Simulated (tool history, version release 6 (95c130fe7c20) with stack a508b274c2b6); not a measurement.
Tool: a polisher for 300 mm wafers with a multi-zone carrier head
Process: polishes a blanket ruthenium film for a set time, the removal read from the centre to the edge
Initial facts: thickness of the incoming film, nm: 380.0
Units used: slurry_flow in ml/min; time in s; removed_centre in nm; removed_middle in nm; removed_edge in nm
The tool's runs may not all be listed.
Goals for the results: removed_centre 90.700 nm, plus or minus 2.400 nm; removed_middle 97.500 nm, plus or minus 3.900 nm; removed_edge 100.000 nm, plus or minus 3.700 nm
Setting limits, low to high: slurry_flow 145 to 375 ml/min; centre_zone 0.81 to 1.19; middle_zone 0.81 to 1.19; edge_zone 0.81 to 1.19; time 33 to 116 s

| run | hour | slurry_flow | centre_zone | middle_zone | edge_zone | time | removed_centre | removed_middle | removed_edge |
|---|---|---|---|---|---|---|---|---|---|
| 1 | 0.0 | 240 | 1.00 | 1.00 | 1.00 | 74 | 129.160 | 129.660 | 130.700 |
| 2 | 4.2 | 180 | 1.00 | 1.00 | 1.00 | 74 | 125.010 | 127.720 | 128.370 |
| 3 | 9.8 | 180 | 1.00 | 1.00 | 1.00 | 81 | 138.630 | 135.310 | 139.830 |
| 4 | 15.1 | 180 | 1.00 | 0.93 | 1.00 | 81 | 136.470 | 128.300 | 141.580 |
| 5 | 19.2 | 180 | 0.98 | 0.93 | 0.98 | 77 | 128.000 | 123.490 | 129.480 |
| 6 | 26.8 | 180 | 0.98 | 0.88 | 0.98 | 77 | 128.110 | 116.570 | 132.350 |
| 7 | 31.8 | 175 | 0.88 | 0.92 | 0.88 | 58 | 84.882 | 91.821 | 94.112 |
| 8 | 38.7 | 185 | 0.88 | 0.92 | 0.89 | 58 | 86.219 | 91.674 | 93.974 |
| 9 | 45.4 | 190 | 0.88 | 0.93 | 0.90 | 58 | 87.447 | 92.913 | 95.613 |
| 10 | 51.0 | 195 | 0.88 | 0.94 | 0.91 | 58 | 87.609 | 94.883 | 96.180 |
| 11 | 58.6 | 200 | 0.88 | 0.94 | 0.92 | 58 | 87.249 | 94.716 | 96.494 |
| 12 | 61.5 | 205 | 0.88 | 0.94 | 0.93 | 58 | 87.272 | 94.323 | 96.859 |
| 13 | 66.2 | 210 | 0.88 | 0.94 | 0.94 | 58 | 87.231 | 93.414 | 96.984 |
| 14 | 72.7 | 215 | 0.88 | 0.95 | 0.94 | 58 | 88.383 | 95.560 | 99.725 |
| 15 | 80.7 | 220 | 0.88 | 0.95 | 0.94 | 58 | 88.108 | 93.220 | 96.460 |
| 16 | 88.1 | 215 | 0.88 | 0.96 | 0.95 | 58 | 87.539 | 96.690 | 96.814 |
| 17 | 89.0 | 220 | 0.88 | 0.96 | 0.96 | 58 | 87.912 | 95.318 | 99.769 |
| 18 | 89.5 | 225 | 0.88 | 0.96 | 0.96 | 58 | 87.396 | 96.379 | 98.924 |

Which one of the following 5 next-run settings gets every result inside its allowed miss? There is exactly one.
| A | 90.0 | 175 | 0.94 | 1.01 | 1.05 | 57 | ? | ? | ? |
| B | 90.0 | 175 | 0.88 | 0.90 | 1.10 | 56 | ? | ? | ? |
| C | 90.0 | 150 | 0.90 | 0.99 | 1.01 | 56 | ? | ? | ? |
| D | 90.0 | 240 | 0.83 | 1.06 | 1.02 | 57 | ? | ? | ? |
| E | 90.0 | 315 | 0.83 | 0.97 | 0.94 | 58 | ? | ? | ? |

| move | removed_centre | removed_middle | removed_edge |
|---|---|---|---|
| A | 90.980 | 97.611 | 101.010 |
| B | 83.567 | 87.089 | 101.720 |
| C | 84.181 | 92.988 | 96.383 |
| D | 82.785 | 104.600 | 101.570 |
| E | 86.208 | 100.880 | 101.130 |
A: every result within its allowed miss
B: misses by more than the last run did
C: misses by more than the last run did
D: misses by more than the last run did
E: misses by more than the last run did
A is the move that brings every result within its allowed miss.
